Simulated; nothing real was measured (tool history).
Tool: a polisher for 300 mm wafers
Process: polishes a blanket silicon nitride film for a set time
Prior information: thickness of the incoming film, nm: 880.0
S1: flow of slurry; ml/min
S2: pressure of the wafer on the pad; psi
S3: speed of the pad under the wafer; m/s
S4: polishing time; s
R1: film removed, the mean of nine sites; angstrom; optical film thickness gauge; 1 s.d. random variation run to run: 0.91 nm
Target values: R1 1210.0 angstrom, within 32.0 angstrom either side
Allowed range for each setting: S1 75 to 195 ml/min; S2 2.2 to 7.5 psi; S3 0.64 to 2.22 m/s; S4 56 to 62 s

| run | hour | S1 | S2 | S3 | S4 | R1 |
|---|---|---|---|---|---|---|
| 1 | 0.0 | 125 | 4.8 | 1.42 | 62 | 2247.6 |
| 2 | 8.2 | 125 | 4.8 | 1.42 | 62 | 2244.8 |
| 3 | 9.0 | 125 | 4.8 | 1.22 | 62 | 2091.4 |
| 4 | 11.6 | 125 | 4.8 | 1.22 | 56 | 1861.3 |
| 5 | 12.6 | 125 | 4.8 | 1.22 | 56 | 1875.5 |
| 6 | 13.4 | 110 | 4.8 | 1.22 | 56 | 1850.4 |
| 7 | 17.3 | 110 | 4.5 | 1.22 | 56 | 1718.4 |
| 8 | 24.8 | 105 | 4.3 | 1.22 | 56 | 1637.3 |
| 9 | 33.7 | 105 | 4.1 | 1.22 | 56 | 1543.5 |
| 10 | 37.2 | 100 | 4.0 | 1.22 | 56 | 1525.5 |
| 11 | 44.3 | 100 | 3.9 | 1.22 | 56 | 1488.2 |
| 12 | 45.3 | 100 | 3.8 | 1.22 | 56 | 1453.7 |
| 13 | 53.1 | 100 | 3.7 | 1.22 | 56 | 1397.8 |
| 14 | 56.1 | 100 | 3.6 | 1.22 | 56 | 1377.9 |
| 15 | 60.3 | 100 | 3.5 | 1.22 | 56 | 1333.8 |
| 16 | 66.5 | 100 | 3.4 | 1.22 | 56 | 1290.7 |

Which one of the following 4 next-run settings gets every result inside its allowed miss? There is exactly one.
| A | 72.7 | 110 | 3.2 | 1.42 | 60 | ? |
| B | 72.7 | 105 | 3.6 | 0.78 | 58 | ? |
| C | 72.7 | 105 | 2.9 | 1.34 | 62 | ? |
| D | 72.7 | 90 | 3.8 | 0.88 | 58 | ? |

| move | R1 |
|---|---|
| A | 1443.4 |
| B | 1204.2 |
| C | 1310.6 |
| D | 1291.0 |
A: misses by more than the last run did
B: in spec on every target
C: misses by more than the last run did
D: no better and no worse than the last run
The right move is B.
